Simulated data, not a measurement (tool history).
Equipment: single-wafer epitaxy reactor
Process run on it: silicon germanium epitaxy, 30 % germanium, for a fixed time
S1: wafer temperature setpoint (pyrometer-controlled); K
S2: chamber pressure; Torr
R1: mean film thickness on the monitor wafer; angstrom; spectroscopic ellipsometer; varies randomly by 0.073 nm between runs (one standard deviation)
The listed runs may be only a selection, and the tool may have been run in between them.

| run | day | S1 | S2 | R1 |
|---|---|---|---|---|
| 1 | 0.000 | 858.15 | 17.0 | 386.92 |
| 2 | 0.200 | 863.15 | 17.0 | 421.60 |
| 3 | 0.571 | 862.15 | 17.0 | 415.25 |
| 4 | 0.925 | 861.15 | 17.0 | 408.18 |
| 5 | 1.017 | 855.15 | 17.0 | 365.15 |
| 6 | 1.321 | 863.15 | 17.0 | 422.72 |
| 7 | 1.450 | 862.15 | 17.0 | 413.64 |
| 8 | 1.475 | 861.15 | 17.0 | 406.63 |

Run 9 is up next; what results do you expect?
| 9 | 1.838 | 860.15 | 17.0 | ? |

{"run 9": {"R1": 399.59}}
